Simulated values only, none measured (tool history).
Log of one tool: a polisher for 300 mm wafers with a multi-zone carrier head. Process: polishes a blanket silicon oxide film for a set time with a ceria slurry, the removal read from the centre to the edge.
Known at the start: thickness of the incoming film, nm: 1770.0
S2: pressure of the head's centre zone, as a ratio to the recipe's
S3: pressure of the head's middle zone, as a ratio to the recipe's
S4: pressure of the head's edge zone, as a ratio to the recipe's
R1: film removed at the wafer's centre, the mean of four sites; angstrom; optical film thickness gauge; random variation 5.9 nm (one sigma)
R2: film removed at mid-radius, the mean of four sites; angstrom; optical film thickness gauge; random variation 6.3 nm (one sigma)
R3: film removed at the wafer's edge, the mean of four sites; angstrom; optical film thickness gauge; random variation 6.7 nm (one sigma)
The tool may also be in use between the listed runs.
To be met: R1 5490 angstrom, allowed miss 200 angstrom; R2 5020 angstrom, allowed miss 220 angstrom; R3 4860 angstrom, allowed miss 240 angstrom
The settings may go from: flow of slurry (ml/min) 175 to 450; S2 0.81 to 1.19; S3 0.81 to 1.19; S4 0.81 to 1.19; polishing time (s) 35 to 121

{"run": 1, "hour": 0.0, "flow of slurry (ml/min)": 290, "S2": 1, "S3": 1, "S4": 1, "polishing time (s)": 78, "R1": 3948.8, "R2": 3970.6, "R3": 3890.5}
{"run": 2, "hour": 1.9, "flow of slurry (ml/min)": 290, "S2": 0.94, "S3": 1, "S4": 1, "polishing time (s)": 78, "R1": 3661.1, "R2": 3944.7, "R3": 3876.7}
{"run": 3, "hour": 7.3, "flow of slurry (ml/min)": 290, "S2": 0.87, "S3": 1, "S4": 1, "polishing time (s)": 78, "R1": 3401.6, "R2": 4042.8, "R3": 3802.4}
{"run": 4, "hour": 10.6, "flow of slurry (ml/min)": 290, "S2": 0.87, "S3": 1, "S4": 1.07, "polishing time (s)": 78, "R1": 3408.5, "R2": 3947.6, "R3": 4084.6}
{"run": 5, "hour": 18.2, "flow of slurry (ml/min)": 290, "S2": 0.87, "S3": 0.91, "S4": 1.07, "polishing time (s)": 78, "R1": 3441.8, "R2": 3718.9, "R3": 4053.7}
{"run": 6, "hour": 22.0, "flow of slurry (ml/min)": 290, "S2": 0.87, "S3": 0.91, "S4": 1.07, "polishing time (s)": 70, "R1": 2998, "R2": 3293.2, "R3": 3682.1}
{"run": 7, "hour": 25.3, "flow of slurry (ml/min)": 320, "S2": 0.97, "S3": 1.01, "S4": 1.11, "polishing time (s)": 92, "R1": 4481.3, "R2": 4815.9, "R3": 4890.8}
{"run": 8, "hour": 30.9, "flow of slurry (ml/min)": 320, "S2": 1.01, "S3": 1.01, "S4": 1.1, "polishing time (s)": 93, "R1": 4757.7, "R2": 4810.8, "R3": 4881.6}
{"run": 9, "hour": 36.7, "flow of slurry (ml/min)": 320, "S2": 1.03, "S3": 1.02, "S4": 1.09, "polishing time (s)": 93, "R1": 4833.3, "R2": 4904.1, "R3": 4984.7}
{"run": 10, "hour": 41.4, "flow of slurry (ml/min)": 325, "S2": 1.06, "S3": 1.02, "S4": 1.07, "polishing time (s)": 93, "R1": 4964.5, "R2": 4884, "R3": 4880.3}
{"run": 11, "hour": 49.9, "flow of slurry (ml/min)": 325, "S2": 1.08, "S3": 1.02, "S4": 1.06, "polishing time (s)": 93, "R1": 5083.8, "R2": 4960.5, "R3": 4842.6}
{"run": 12, "hour": 52.6, "flow of slurry (ml/min)": 325, "S2": 1.1, "S3": 1.02, "S4": 1.06, "polishing time (s)": 93, "R1": 5192.4, "R2": 4838.1, "R3": 4854.5}
{"run": 13, "hour": 56.4, "flow of slurry (ml/min)": 325, "S2": 1.11, "S3": 1.03, "S4": 1.06, "polishing time (s)": 93, "R1": 5161.8, "R2": 4979.6, "R3": 4883.2}

5 next moves are on the table. One of them brings every result within its allowed miss. Which?
{"run": "A", "hour": 60.2, "flow of slurry (ml/min)": 405, "S2": 1.17, "S3": 1.04, "S4": 1.09, "polishing time (s)": 91, "R1": "?", "R2": "?", "R3": "?"}
{"run": "B", "hour": 60.2, "flow of slurry (ml/min)": 255, "S2": 1.09, "S3": 0.98, "S4": 1.09, "polishing time (s)": 102, "R1": "?", "R2": "?", "R3": "?"}
{"run": "C", "hour": 60.2, "flow of slurry (ml/min)": 280, "S2": 1.17, "S3": 0.9, "S4": 1.19, "polishing time (s)": 101, "R1": "?", "R2": "?", "R3": "?"}
{"run": "D", "hour": 60.2, "flow of slurry (ml/min)": 305, "S2": 1.02, "S3": 1.07, "S4": 1.11, "polishing time (s)": 94, "R1": "?", "R2": "?", "R3": "?"}
{"run": "E", "hour": 60.2, "flow of slurry (ml/min)": 300, "S2": 1.04, "S3": 1.04, "S4": 1.04, "polishing time (s)": 94, "R1": "?", "R2": "?", "R3": "?"}

move=A R1=5584.5 R2=4989.3 R3=4905.1
move=B R1=5537.2 R2=5080.3 R3=5310.9
move=C R1=5959.8 R2=4736.2 R3=5555.7
move=D R1=4887.3 R2=5151.9 R3=5012.7
move=E R1=4973.2 R2=5019.9 R3=4847.4
A: meets every target
B: brings the result that was furthest off to its target, and leaves another outside
C: takes the result that was furthest off past its target
D: further off than the last run
E: further off than the last run
Move A is the one to make.
